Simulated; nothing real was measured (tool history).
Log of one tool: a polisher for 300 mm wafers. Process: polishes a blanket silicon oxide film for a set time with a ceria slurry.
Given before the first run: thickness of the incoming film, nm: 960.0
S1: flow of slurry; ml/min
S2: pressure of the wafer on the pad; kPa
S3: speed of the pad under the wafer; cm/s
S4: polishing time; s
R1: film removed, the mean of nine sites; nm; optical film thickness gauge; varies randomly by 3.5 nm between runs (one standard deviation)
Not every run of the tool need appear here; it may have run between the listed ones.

run  hour   S1    S2   S3  S4      R1
  1   0.0  320  15.9   98  39  135.76
  2   7.6  250  15.9   98  39  133.79
  3  12.2  250  17.9  100  39  149.03
  4  19.8  250  19.3  104  39  170.04
  5  27.9  250  19.3  104  39  174.36
  6  28.5  250  20.7  104  39  185.11
  7  35.4  250  21.4  106  39  192.08

Estimate the outcome of run 8 from the log above:
  8  43.1  250  22.1  108  39   ?

Run 8 measured R1 205.11 nm.
